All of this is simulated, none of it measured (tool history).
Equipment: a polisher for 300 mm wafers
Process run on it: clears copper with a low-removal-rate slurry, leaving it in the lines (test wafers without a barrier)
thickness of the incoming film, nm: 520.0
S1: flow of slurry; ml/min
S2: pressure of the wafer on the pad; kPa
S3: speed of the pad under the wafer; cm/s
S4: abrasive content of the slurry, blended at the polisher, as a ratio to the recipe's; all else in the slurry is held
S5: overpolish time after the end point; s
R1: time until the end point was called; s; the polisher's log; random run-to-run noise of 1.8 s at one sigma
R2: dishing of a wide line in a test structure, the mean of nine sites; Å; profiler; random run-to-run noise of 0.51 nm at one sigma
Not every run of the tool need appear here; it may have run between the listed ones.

run,hour,S1,S2,S3,S4,S5,R1,R2
1,0.0,290,27.6,96,1.0,25,133.09,220.75
2,4.2,290,27.6,96,1.0,16,129.22,201.07
3,5.0,290,29.0,96,1.0,18,121.76,211.23
4,12.1,290,29.0,96,1.0,13,119.78,205.20
5,14.2,290,29.0,96,1.0,19,124.33,229.00
6,22.0,290,33.1,96,1.0,19,111.35,223.38

Forecast run 7:
7,25.0,290,33.8,96,1.0,19,?,?

{"run 7": {"R1": 111.42, "R2": 220.83}}

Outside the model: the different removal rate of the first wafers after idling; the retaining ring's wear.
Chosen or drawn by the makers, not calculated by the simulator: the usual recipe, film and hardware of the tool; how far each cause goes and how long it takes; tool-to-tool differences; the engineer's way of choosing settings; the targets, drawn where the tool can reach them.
